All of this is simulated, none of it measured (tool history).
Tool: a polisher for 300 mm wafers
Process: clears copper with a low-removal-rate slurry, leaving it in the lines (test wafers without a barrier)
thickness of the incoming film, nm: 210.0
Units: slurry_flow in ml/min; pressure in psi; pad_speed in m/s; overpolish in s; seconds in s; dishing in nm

Run 1, hour 0: slurry_flow 125 ml/min, pressure 2 psi, pad_speed 1.12 m/s, slurry_solids 1, overpolish 13 s. Result: seconds 77.529 s, dishing 22.456 nm.
Run 2, hour 0.9: slurry_flow 125 ml/min, pressure 2 psi, pad_speed 1.12 m/s, slurry_solids 1.2, overpolish 13 s. Result: seconds 74.782 s, dishing 22.966 nm.
Run 3, hour 9.8: slurry_flow 130 ml/min, pressure 1.9 psi, pad_speed 1.12 m/s, slurry_solids 1.2, overpolish 12 s. Result: seconds 76.51 s, dishing 21.12 nm.
Run 4, hour 18.4: slurry_flow 130 ml/min, pressure 1.8 psi, pad_speed 1.12 m/s, slurry_solids 1.2, overpolish 11 s. Result: seconds 79.049 s, dishing 18.6 nm.
Run 5, hour 19.1: slurry_flow 130 ml/min, pressure 1.7 psi, pad_speed 1.12 m/s, slurry_solids 1.2, overpolish 11 s. Result: seconds 83.48 s, dishing 18.639 nm.
Run 6, hour 24.6: slurry_flow 130 ml/min, pressure 1.6 psi, pad_speed 1.1 m/s, slurry_solids 1.2, overpolish 10 s. Result: seconds 85.696 s, dishing 16.099 nm.
Run 7, hour 28.9: slurry_flow 130 ml/min, pressure 1.5 psi, pad_speed 1.1 m/s, slurry_solids 1.2, overpolish 10 s. Result: seconds 90.119 s, dishing 14.858 nm.

Run 8 comes next. What will it give?
Run 8, hour 34.9: slurry_flow 130 ml/min, pressure 1.1 psi, pad_speed 1.1 m/s, slurry_solids 1.2, overpolish 7 s. Result: seconds ?, dishing ?.

seconds: 109.72 s
dishing: 8.8943 nm
